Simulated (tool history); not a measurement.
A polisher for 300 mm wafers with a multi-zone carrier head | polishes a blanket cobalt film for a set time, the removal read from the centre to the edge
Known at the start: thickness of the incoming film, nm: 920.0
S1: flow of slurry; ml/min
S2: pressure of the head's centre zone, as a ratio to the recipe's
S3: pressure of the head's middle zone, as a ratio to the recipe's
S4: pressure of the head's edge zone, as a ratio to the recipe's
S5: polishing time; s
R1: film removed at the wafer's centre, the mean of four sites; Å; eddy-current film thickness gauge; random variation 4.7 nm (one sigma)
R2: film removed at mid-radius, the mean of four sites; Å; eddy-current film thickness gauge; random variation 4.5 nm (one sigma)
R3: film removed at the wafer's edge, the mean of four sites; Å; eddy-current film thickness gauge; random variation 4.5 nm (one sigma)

Run 1, hour 0.0: S1 300 ml/min, S2 1.00, S3 1.00, S4 1.00, S5 84 s. Result: R1 3107.8 Å, R2 3065.5 Å, R3 3006.4 Å.
Run 2, hour 6.2: S1 300 ml/min, S2 1.00, S3 1.00, S4 0.96, S5 84 s. Result: R1 3025.5 Å, R2 3036.5 Å, R3 2924.2 Å.
Run 3, hour 10.5: S1 300 ml/min, S2 1.00, S3 1.00, S4 0.96, S5 99 s. Result: R1 3641.9 Å, R2 3571.4 Å, R3 3482.1 Å.
Run 4, hour 11.7: S1 300 ml/min, S2 1.00, S3 1.00, S4 0.96, S5 84 s. Result: R1 2952.2 Å, R2 3107.8 Å, R3 2902.1 Å.
Run 5, hour 19.8: S1 305 ml/min, S2 0.98, S3 1.04, S4 0.99, S5 88 s. Result: R1 3078.8 Å, R2 3289.1 Å, R3 3062.3 Å.
Run 6, hour 23.0: S1 305 ml/min, S2 0.97, S3 1.06, S4 1.02, S5 92 s. Result: R1 3187.6 Å, R2 3556.4 Å, R3 3248.6 Å.
Run 7, hour 26.2: S1 305 ml/min, S2 0.97, S3 1.07, S4 1.05, S5 95 s. Result: R1 3313.2 Å, R2 3618.3 Å, R3 3433.0 Å.
Run 8, hour 29.6: S1 310 ml/min, S2 0.97, S3 1.09, S4 1.07, S5 97 s. Result: R1 3450.4 Å, R2 3831.4 Å, R3 3466.8 Å.
Run 9, hour 33.8: S1 310 ml/min, S2 0.96, S3 1.09, S4 1.08, S5 99 s. Result: R1 3423.4 Å, R2 3886.6 Å, R3 3613.9 Å.
Run 10, hour 42.0: S1 310 ml/min, S2 0.96, S3 1.10, S4 1.09, S5 100 s. Result: R1 3420.3 Å, R2 4068.5 Å, R3 3722.3 Å.

Forecast run 11:
Run 11, hour 50.2: S1 315 ml/min, S2 0.97, S3 1.10, S4 1.09, S5 100 s. Result: R1 ?, R2 ?, R3 ?.

Run 11 gave R1 3486.2 Å, R2 3992.4 Å, R3 3734.0 Å.
